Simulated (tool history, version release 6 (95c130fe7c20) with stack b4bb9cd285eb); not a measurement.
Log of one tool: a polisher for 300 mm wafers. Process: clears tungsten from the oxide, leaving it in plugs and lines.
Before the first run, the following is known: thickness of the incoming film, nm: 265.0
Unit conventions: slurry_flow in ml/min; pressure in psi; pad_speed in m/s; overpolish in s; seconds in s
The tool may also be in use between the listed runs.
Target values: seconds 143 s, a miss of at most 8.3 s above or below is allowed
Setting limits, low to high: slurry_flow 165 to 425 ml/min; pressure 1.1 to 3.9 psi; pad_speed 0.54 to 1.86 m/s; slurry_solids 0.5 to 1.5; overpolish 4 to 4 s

Run 1, hour 0: slurry_flow 275 ml/min, pressure 2.5 psi, pad_speed 1.18 m/s, slurry_solids 1, overpolish 4 s. Result: seconds 79.026 s.
Run 2, hour 4.2: slurry_flow 275 ml/min, pressure 2.1 psi, pad_speed 1.16 m/s, slurry_solids 1, overpolish 4 s. Result: seconds 91.638 s.
Run 3, hour 7.2: slurry_flow 275 ml/min, pressure 1.9 psi, pad_speed 1.12 m/s, slurry_solids 1, overpolish 4 s. Result: seconds 105.15 s.
Run 4, hour 8.1: slurry_flow 275 ml/min, pressure 1.9 psi, pad_speed 1.12 m/s, slurry_solids 1, overpolish 4 s. Result: seconds 105.47 s.
Run 5, hour 14.4: slurry_flow 275 ml/min, pressure 1.9 psi, pad_speed 1.12 m/s, slurry_solids 1, overpolish 4 s. Result: seconds 103.64 s.
Run 6, hour 18.4: slurry_flow 275 ml/min, pressure 1.7 psi, pad_speed 1.1 m/s, slurry_solids 1, overpolish 4 s. Result: seconds 117.05 s.
Run 7, hour 26.9: slurry_flow 275 ml/min, pressure 1.6 psi, pad_speed 1.1 m/s, slurry_solids 1, overpolish 4 s. Result: seconds 124.59 s.
Run 8, hour 30.5: slurry_flow 275 ml/min, pressure 1.5 psi, pad_speed 1.1 m/s, slurry_solids 1, overpolish 4 s. Result: seconds 131.33 s.
Run 9, hour 35.6: slurry_flow 275 ml/min, pressure 1.3 psi, pad_speed 1.08 m/s, slurry_solids 1, overpolish 4 s. Result: seconds 157.42 s.

Which one of the following 5 next-run settings gets every result inside its allowed miss? There is exactly one.
Run A, hour 40.7: slurry_flow 295 ml/min, pressure 1.4 psi, pad_speed 0.9 m/s, slurry_solids 0.9, overpolish 4 s. Result: seconds ?.
Run B, hour 40.7: slurry_flow 260 ml/min, pressure 1.3 psi, pad_speed 0.8 m/s, slurry_solids 1.1, overpolish 4 s. Result: seconds ?.
Run C, hour 40.7: slurry_flow 320 ml/min, pressure 1.4 psi, pad_speed 1.06 m/s, slurry_solids 1.05, overpolish 4 s. Result: seconds ?.
Run D, hour 40.7: slurry_flow 325 ml/min, pressure 1.1 psi, pad_speed 1.18 m/s, slurry_solids 1.1, overpolish 4 s. Result: seconds ?.
Run E, hour 40.7: slurry_flow 295 ml/min, pressure 1.1 psi, pad_speed 1.16 m/s, slurry_solids 1.1, overpolish 4 s. Result: seconds ?.

move  seconds
   A   161.31
   B   179.81
   C   138.77
   D   159.88
   E   163.24
A: moves away from the targets compared with the last run
B: moves away from the targets compared with the last run
C: each result inside its tolerance
D: moves away from the targets compared with the last run
E: moves away from the targets compared with the last run
The right move is C.
